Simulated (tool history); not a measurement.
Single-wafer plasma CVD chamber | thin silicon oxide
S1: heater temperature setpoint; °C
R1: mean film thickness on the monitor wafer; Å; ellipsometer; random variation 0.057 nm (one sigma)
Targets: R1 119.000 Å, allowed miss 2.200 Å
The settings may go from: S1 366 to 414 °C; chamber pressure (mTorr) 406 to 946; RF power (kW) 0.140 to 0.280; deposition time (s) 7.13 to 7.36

run 1 hour=0.0 | S1=390 chamber_pressure_(mTorr)=676 RF_power_(kW)=0.210 deposition_time_(s)=7.13 | R1=94.989
run 2 hour=4.8 | S1=390 chamber_pressure_(mTorr)=713 RF_power_(kW)=0.210 deposition_time_(s)=7.13 | R1=101.040
run 3 hour=9.1 | S1=390 chamber_pressure_(mTorr)=739 RF_power_(kW)=0.210 deposition_time_(s)=7.13 | R1=104.570
run 4 hour=10.0 | S1=390 chamber_pressure_(mTorr)=739 RF_power_(kW)=0.210 deposition_time_(s)=7.13 | R1=103.710
run 5 hour=16.2 | S1=390 chamber_pressure_(mTorr)=739 RF_power_(kW)=0.230 deposition_time_(s)=7.13 | R1=109.040
run 6 hour=18.7 | S1=390 chamber_pressure_(mTorr)=754 RF_power_(kW)=0.230 deposition_time_(s)=7.13 | R1=110.780
run 7 hour=21.2 | S1=390 chamber_pressure_(mTorr)=767 RF_power_(kW)=0.230 deposition_time_(s)=7.13 | R1=113.230
run 8 hour=27.0 | S1=390 chamber_pressure_(mTorr)=776 RF_power_(kW)=0.230 deposition_time_(s)=7.13 | R1=114.740
run 9 hour=32.0 | S1=390 chamber_pressure_(mTorr)=782 RF_power_(kW)=0.230 deposition_time_(s)=7.13 | R1=114.400
run 10 hour=33.6 | S1=390 chamber_pressure_(mTorr)=790 RF_power_(kW)=0.230 deposition_time_(s)=7.13 | R1=116.290
run 11 hour=37.3 | S1=390 chamber_pressure_(mTorr)=794 RF_power_(kW)=0.230 deposition_time_(s)=7.13 | R1=116.880
run 12 hour=44.2 | S1=390 chamber_pressure_(mTorr)=797 RF_power_(kW)=0.230 deposition_time_(s)=7.13 | R1=116.380

4 next moves are on the table. One of them brings every result within its allowed miss. Which?
run A hour=51.1 | S1=373 chamber_pressure_(mTorr)=784 RF_power_(kW)=0.225 deposition_time_(s)=7.13 | R1=?
run B hour=51.1 | S1=392 chamber_pressure_(mTorr)=771 RF_power_(kW)=0.240 deposition_time_(s)=7.34 | R1=?
run C hour=51.1 | S1=399 chamber_pressure_(mTorr)=809 RF_power_(kW)=0.220 deposition_time_(s)=7.13 | R1=?
run D hour=51.1 | S1=392 chamber_pressure_(mTorr)=801 RF_power_(kW)=0.220 deposition_time_(s)=7.13 | R1=?

move=A R1=114.520
move=B R1=117.830
move=C R1=114.410
move=D R1=113.990
A: further off than the last run
B: meets every target
C: further off than the last run
D: further off than the last run
The right move is B.
